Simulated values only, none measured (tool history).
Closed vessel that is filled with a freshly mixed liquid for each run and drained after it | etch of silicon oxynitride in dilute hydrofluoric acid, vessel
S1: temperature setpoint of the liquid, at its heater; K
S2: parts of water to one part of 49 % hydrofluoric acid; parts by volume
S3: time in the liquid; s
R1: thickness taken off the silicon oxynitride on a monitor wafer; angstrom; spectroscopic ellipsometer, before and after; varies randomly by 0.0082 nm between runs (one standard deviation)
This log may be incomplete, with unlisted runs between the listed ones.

run    day      S1   S2   S3      R1
  1      0  298.15  235  125   19.74
  2    0.1  297.15  235  125  18.926
  3  0.279  297.15  235   85   12.95
  4  0.554  297.65  235   85  13.157
  5  0.696  297.65  235  125  19.491
  6  0.754  297.15  235  125  18.937
  7  0.892  296.65  240  125  18.132
  8  0.992  296.15  245  125  17.416
  9  1.183  295.65  250  125  16.477
 10  1.262  295.15  250  125  16.123
 11  1.421  295.15  250  125  15.929
 12  1.592  294.65  250  125  15.719

What does the tool deliver on the next run?
 13  1.962  294.15  250  125   ?

{"run 13": {"R1": 15.373}}
